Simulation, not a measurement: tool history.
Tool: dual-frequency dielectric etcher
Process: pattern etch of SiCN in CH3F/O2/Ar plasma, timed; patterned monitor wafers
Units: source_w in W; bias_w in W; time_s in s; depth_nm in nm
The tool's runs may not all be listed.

| run | hour | source_w | bias_w | time_s | depth_nm |
|---|---|---|---|---|---|
| 1 | 0 | 300 | 79 | 121.5 | 48.996 |
| 2 | 0.6 | 280 | 77 | 121.5 | 47.025 |
| 3 | 3.1 | 270 | 76 | 121.5 | 45.711 |
| 4 | 7.3 | 270 | 76 | 126.5 | 47.728 |
| 5 | 10.8 | 320 | 76 | 126.5 | 52.809 |
| 6 | 15.6 | 370 | 76 | 126.5 | 56.409 |
| 7 | 19.2 | 340 | 74 | 126.5 | 53.706 |
| 8 | 24.2 | 310 | 73 | 126.5 | 50.906 |

Forecast run 9:
| 9 | 31.3 | 290 | 72 | 126.5 | ? |

Run 9 gave depth_nm 49.605 nm.
